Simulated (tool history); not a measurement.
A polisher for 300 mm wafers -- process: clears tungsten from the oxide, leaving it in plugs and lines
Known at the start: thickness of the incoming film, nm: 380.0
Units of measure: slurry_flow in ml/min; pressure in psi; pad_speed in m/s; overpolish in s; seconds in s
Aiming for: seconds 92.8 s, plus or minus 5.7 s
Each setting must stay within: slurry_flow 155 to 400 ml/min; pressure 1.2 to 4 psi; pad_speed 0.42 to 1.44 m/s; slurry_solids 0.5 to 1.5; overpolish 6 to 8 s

Run 1, hour 0: slurry_flow 255 ml/min, pressure 2.6 psi, pad_speed 0.92 m/s, slurry_solids 1, overpolish 8 s. Result: seconds 127.37 s.
Run 2, hour 6.1: slurry_flow 255 ml/min, pressure 2.6 psi, pad_speed 0.92 m/s, slurry_solids 0.8, overpolish 8 s. Result: seconds 133.04 s.
Run 3, hour 8: slurry_flow 255 ml/min, pressure 2.8 psi, pad_speed 0.94 m/s, slurry_solids 0.8, overpolish 8 s. Result: seconds 119.51 s.
Run 4, hour 10.9: slurry_flow 255 ml/min, pressure 2.8 psi, pad_speed 0.84 m/s, slurry_solids 0.8, overpolish 8 s. Result: seconds 138 s.
Run 5, hour 12.3: slurry_flow 255 ml/min, pressure 3 psi, pad_speed 0.86 m/s, slurry_solids 0.8, overpolish 8 s. Result: seconds 123.55 s.
Run 6, hour 20: slurry_flow 255 ml/min, pressure 3.2 psi, pad_speed 0.86 m/s, slurry_solids 0.8, overpolish 8 s. Result: seconds 114.29 s.
Run 7, hour 20.6: slurry_flow 255 ml/min, pressure 3.3 psi, pad_speed 0.86 m/s, slurry_solids 0.8, overpolish 8 s. Result: seconds 111.86 s.
Run 8, hour 24.6: slurry_flow 255 ml/min, pressure 3.3 psi, pad_speed 0.86 m/s, slurry_solids 0.8, overpolish 8 s. Result: seconds 109.85 s.
Run 9, hour 32: slurry_flow 255 ml/min, pressure 3.4 psi, pad_speed 0.86 m/s, slurry_solids 0.8, overpolish 8 s. Result: seconds 106 s.
Run 10, hour 37.9: slurry_flow 255 ml/min, pressure 3.5 psi, pad_speed 0.86 m/s, slurry_solids 0.8, overpolish 8 s. Result: seconds 107.66 s.
Run 11, hour 44.9: slurry_flow 255 ml/min, pressure 3.6 psi, pad_speed 0.86 m/s, slurry_solids 0.8, overpolish 8 s. Result: seconds 103.34 s.
Run 12, hour 49.3: slurry_flow 255 ml/min, pressure 3.7 psi, pad_speed 0.86 m/s, slurry_solids 0.8, overpolish 8 s. Result: seconds 100.14 s.

Exercise: of the 4 proposed moves below, exactly one satisfies all targets within the stated allowed misses. Which move is it?
Run A, hour 53.7: slurry_flow 215 ml/min, pressure 3.3 psi, pad_speed 0.92 m/s, slurry_solids 0.75, overpolish 8 s. Result: seconds ?.
Run B, hour 53.7: slurry_flow 280 ml/min, pressure 3.2 psi, pad_speed 1 m/s, slurry_solids 0.7, overpolish 8 s. Result: seconds ?.
Run C, hour 53.7: slurry_flow 310 ml/min, pressure 3.7 psi, pad_speed 0.98 m/s, slurry_solids 0.55, overpolish 8 s. Result: seconds ?.
Run D, hour 53.7: slurry_flow 265 ml/min, pressure 3.5 psi, pad_speed 0.84 m/s, slurry_solids 0.95, overpolish 6 s. Result: seconds ?.

move  seconds
   A   109.17
   B   102.16
   C   93.122
   D   104.41
A: further off than the last run
B: further off than the last run
C: meets every target
D: further off than the last run
Move C is the one to make.

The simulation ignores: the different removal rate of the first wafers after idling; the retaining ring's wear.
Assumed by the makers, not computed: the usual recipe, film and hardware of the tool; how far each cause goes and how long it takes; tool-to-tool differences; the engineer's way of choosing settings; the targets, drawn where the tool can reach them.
